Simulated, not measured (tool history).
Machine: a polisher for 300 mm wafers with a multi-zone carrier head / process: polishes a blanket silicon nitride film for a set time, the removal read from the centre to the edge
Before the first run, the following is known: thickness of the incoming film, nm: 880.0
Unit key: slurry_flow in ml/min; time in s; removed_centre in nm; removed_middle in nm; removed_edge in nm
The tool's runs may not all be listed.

| run | day | slurry_flow | centre_zone | middle_zone | edge_zone | time | removed_centre | removed_middle | removed_edge |
|---|---|---|---|---|---|---|---|---|---|
| 1 | 0 | 275 | 1 | 1 | 1 | 81 | 149.68 | 148.66 | 151.11 |
| 2 | 0.096 | 340 | 1 | 1 | 1 | 81 | 153.4 | 154.93 | 154.37 |
| 3 | 0.121 | 340 | 1 | 1 | 1 | 101 | 187.94 | 184.83 | 196.22 |
| 4 | 0.275 | 390 | 1 | 1 | 1 | 101 | 194.05 | 189.97 | 195.64 |
| 5 | 0.612 | 390 | 1 | 1 | 1 | 119 | 224.63 | 224.84 | 227.87 |
| 6 | 0.95 | 390 | 1 | 1 | 1 | 126 | 238.63 | 239 | 241.81 |
| 7 | 1.271 | 325 | 0.91 | 1 | 0.9 | 104 | 176.06 | 193.27 | 189.27 |
| 8 | 1.546 | 325 | 0.91 | 1 | 0.89 | 93 | 160.19 | 176.58 | 166.85 |
| 9 | 1.908 | 320 | 0.9 | 0.98 | 0.88 | 84 | 141.23 | 153.76 | 152.1 |

The next listed run, before its measurement:
| 10 | 2.146 | 315 | 0.9 | 0.98 | 0.87 | 78 | ? | ? | ? |

Logged for run 10: removed_centre 130.67 nm, removed_middle 145.51 nm, removed_edge 137.96 nm.
